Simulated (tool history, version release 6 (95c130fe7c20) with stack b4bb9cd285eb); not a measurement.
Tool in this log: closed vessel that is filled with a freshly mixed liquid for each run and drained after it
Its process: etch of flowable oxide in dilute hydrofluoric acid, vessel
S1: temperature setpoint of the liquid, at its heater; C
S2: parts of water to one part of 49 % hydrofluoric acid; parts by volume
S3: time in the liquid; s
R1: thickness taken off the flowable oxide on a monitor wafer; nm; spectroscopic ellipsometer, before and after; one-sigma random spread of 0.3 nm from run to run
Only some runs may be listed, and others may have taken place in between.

run,hour,S1,S2,S3,R1
1,0.0,25.0,65,30,14.944
2,3.5,26.0,60,30,17.184
3,6.0,26.5,60,30,17.360
4,10.2,26.5,45,30,23.630
5,19.1,29.0,45,30,26.580
6,21.8,29.0,60,30,19.333
# hour 24.7: hydrofluoric acid flow meter replaced
7,24.7,29.5,60,30,21.193

Expected results for the next run?
8,33.3,30.0,60,30,?

Run 8 came out at R1 21.801 nm.
